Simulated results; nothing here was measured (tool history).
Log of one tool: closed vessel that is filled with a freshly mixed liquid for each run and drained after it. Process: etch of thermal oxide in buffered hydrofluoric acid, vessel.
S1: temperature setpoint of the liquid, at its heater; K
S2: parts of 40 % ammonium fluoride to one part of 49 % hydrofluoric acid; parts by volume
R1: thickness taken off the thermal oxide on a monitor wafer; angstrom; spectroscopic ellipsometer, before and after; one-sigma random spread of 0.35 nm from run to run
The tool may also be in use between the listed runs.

{"run": 1, "day": 0.0, "S1": 296.15, "S2": 12, "time in the liquid (s)": 90, "R1": 810.59}
{"run": 2, "day": 0.25, "S1": 296.15, "S2": 12, "time in the liquid (s)": 100, "R1": 909.05}
{"run": 3, "day": 0.312, "S1": 296.15, "S2": 14, "time in the liquid (s)": 100, "R1": 764.46}
{"run": 4, "day": 0.412, "S1": 294.65, "S2": 14, "time in the liquid (s)": 100, "R1": 696.72}
{"run": 5, "day": 0.788, "S1": 292.65, "S2": 14, "time in the liquid (s)": 100, "R1": 634.55}
{"run": 6, "day": 1.075, "S1": 292.65, "S2": 14, "time in the liquid (s)": 90, "R1": 571.31}

The next listed run, before its measurement:
{"run": 7, "day": 1.108, "S1": 292.15, "S2": 14, "time in the liquid (s)": 90, "R1": "?"}

Run 7 gave R1 558.61 angstrom.
